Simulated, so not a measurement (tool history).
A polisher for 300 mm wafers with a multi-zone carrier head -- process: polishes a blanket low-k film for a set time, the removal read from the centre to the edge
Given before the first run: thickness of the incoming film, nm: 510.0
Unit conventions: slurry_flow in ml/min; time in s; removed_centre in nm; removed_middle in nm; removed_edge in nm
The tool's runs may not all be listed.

| run | hour | slurry_flow | centre_zone | middle_zone | edge_zone | slurry_solids | time | removed_centre | removed_middle | removed_edge |
|---|---|---|---|---|---|---|---|---|---|---|
| 1 | 0.0 | 205 | 1.00 | 1.00 | 1.00 | 1.00 | 68 | 17.868 | 17.657 | 17.824 |
| 2 | 6.6 | 205 | 1.00 | 1.00 | 1.00 | 1.00 | 57 | 14.779 | 14.630 | 15.064 |
| 3 | 12.6 | 205 | 0.92 | 1.00 | 1.00 | 1.00 | 57 | 13.796 | 14.159 | 15.042 |
| 4 | 20.2 | 205 | 0.92 | 1.00 | 1.00 | 1.00 | 65 | 15.743 | 16.787 | 17.398 |
| 5 | 21.7 | 220 | 0.99 | 1.01 | 1.03 | 1.15 | 66 | 18.474 | 18.688 | 18.909 |
| 6 | 25.4 | 220 | 0.99 | 1.01 | 1.06 | 1.15 | 66 | 18.641 | 17.760 | 19.266 |

The next listed run, before its measurement:
| 7 | 28.2 | 275 | 1.09 | 1.11 | 1.08 | 1.40 | 70 | ? | ? | ? |

removed_centre: 24.491 nm
removed_middle: 23.549 nm
removed_edge: 22.623 nm
